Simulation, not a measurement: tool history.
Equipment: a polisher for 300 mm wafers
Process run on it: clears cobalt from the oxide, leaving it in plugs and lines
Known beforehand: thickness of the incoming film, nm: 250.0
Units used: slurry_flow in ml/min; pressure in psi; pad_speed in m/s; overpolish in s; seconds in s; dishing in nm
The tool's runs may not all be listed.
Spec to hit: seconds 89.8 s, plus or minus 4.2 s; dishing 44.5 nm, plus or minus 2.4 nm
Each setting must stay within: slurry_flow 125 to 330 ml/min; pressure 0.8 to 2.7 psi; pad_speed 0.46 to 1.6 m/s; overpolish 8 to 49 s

run 1 hour=0 | slurry_flow=210 pressure=1.7 pad_speed=1.02 overpolish=25 | seconds=59.798 dishing=42.959
run 2 hour=5.3 | slurry_flow=210 pressure=1.5 pad_speed=1.02 overpolish=25 | seconds=66.936 dishing=41.068
run 3 hour=10.9 | slurry_flow=210 pressure=1.4 pad_speed=1.02 overpolish=28 | seconds=67.633 dishing=44.297
run 4 hour=15 | slurry_flow=245 pressure=1.4 pad_speed=1.02 overpolish=28 | seconds=67.988 dishing=42.76
run 5 hour=20 | slurry_flow=245 pressure=1.4 pad_speed=1.16 overpolish=28 | seconds=59.147 dishing=44.88
run 6 hour=20.6 | slurry_flow=245 pressure=1.3 pad_speed=1.14 overpolish=29 | seconds=62.861 dishing=43.901
run 7 hour=25.2 | slurry_flow=245 pressure=1.2 pad_speed=1.12 overpolish=31 | seconds=68.857 dishing=44.476
run 8 hour=31.9 | slurry_flow=245 pressure=1.1 pad_speed=1.12 overpolish=32 | seconds=72.882 dishing=44.802
run 9 hour=38.2 | slurry_flow=245 pressure=1 pad_speed=1.12 overpolish=33 | seconds=76.554 dishing=45.007
run 10 hour=42.2 | slurry_flow=245 pressure=0.9 pad_speed=1.1 overpolish=34 | seconds=82.687 dishing=43.963

5 next moves are on the table. One of them brings every result within its allowed miss. Which?
run A hour=46.2 | slurry_flow=205 pressure=0.8 pad_speed=1.12 overpolish=26 | seconds=? dishing=?
run B hour=46.2 | slurry_flow=255 pressure=1 pad_speed=1.08 overpolish=36 | seconds=? dishing=?
run C hour=46.2 | slurry_flow=245 pressure=1.1 pad_speed=0.88 overpolish=43 | seconds=? dishing=?
run D hour=46.2 | slurry_flow=250 pressure=1.2 pad_speed=0.86 overpolish=30 | seconds=? dishing=?
run E hour=46.2 | slurry_flow=255 pressure=0.8 pad_speed=0.94 overpolish=30 | seconds=? dishing=?

move=A seconds=89.586 dishing=37.381
move=B seconds=79.903 dishing=43.779
move=C seconds=92.38 dishing=44.28
move=D seconds=89.278 dishing=39.784
move=E seconds=103.66 dishing=37.435
A: gets the furthest-off result to its target, but another result is out of tolerance
B: moves away from the targets compared with the last run
C: in spec on every target
D: gets the furthest-off result to its target, but another result is out of tolerance
E: moves the result that the last run missed by most past its target, out the other side
Correct choice: C, which meets every target

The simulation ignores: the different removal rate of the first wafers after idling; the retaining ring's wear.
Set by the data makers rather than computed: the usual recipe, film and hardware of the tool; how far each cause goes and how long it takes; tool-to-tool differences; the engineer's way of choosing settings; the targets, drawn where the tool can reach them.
